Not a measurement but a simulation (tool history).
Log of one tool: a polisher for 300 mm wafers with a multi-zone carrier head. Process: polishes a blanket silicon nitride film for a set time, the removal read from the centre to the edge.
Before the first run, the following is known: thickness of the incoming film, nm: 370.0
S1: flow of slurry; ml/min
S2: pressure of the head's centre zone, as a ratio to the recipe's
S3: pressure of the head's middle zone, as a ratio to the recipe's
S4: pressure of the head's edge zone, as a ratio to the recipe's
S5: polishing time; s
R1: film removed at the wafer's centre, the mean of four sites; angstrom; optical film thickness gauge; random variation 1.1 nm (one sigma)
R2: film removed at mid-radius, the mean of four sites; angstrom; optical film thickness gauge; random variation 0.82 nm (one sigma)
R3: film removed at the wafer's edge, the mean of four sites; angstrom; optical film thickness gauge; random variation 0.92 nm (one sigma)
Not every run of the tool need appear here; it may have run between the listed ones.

| run | day | S1 | S2 | S3 | S4 | S5 | R1 | R2 | R3 |
|---|---|---|---|---|---|---|---|---|---|
| 1 | 0 | 225 | 1 | 1 | 1 | 56 | 937.83 | 966.7 | 964.93 |
| 2 | 0.142 | 225 | 1 | 0.95 | 1 | 56 | 948.89 | 922.14 | 955.48 |
| 3 | 0.467 | 250 | 1.06 | 0.95 | 1.06 | 60 | 1061.1 | 1012.8 | 1055.6 |
| 4 | 0.75 | 250 | 1.06 | 0.95 | 1.1 | 60 | 1054.9 | 982.75 | 1085.5 |
| 5 | 1.121 | 255 | 1.1 | 0.93 | 1.1 | 65 | 1194.4 | 1061.9 | 1163.1 |
| 6 | 1.242 | 255 | 1.1 | 0.93 | 1.1 | 53 | 969.17 | 867.33 | 946.62 |
| 7 | 1.388 | 255 | 1.13 | 0.92 | 1.11 | 60 | 1131.1 | 975.34 | 1078.1 |

Estimate the outcome of run 8 from the log above:
| 8 | 1.567 | 255 | 1.15 | 0.91 | 1.11 | 65 | ? | ? | ? |

Run 8 produced R1 1244.8 angstrom, R2 1048.9 angstrom, R3 1174.6 angstrom.
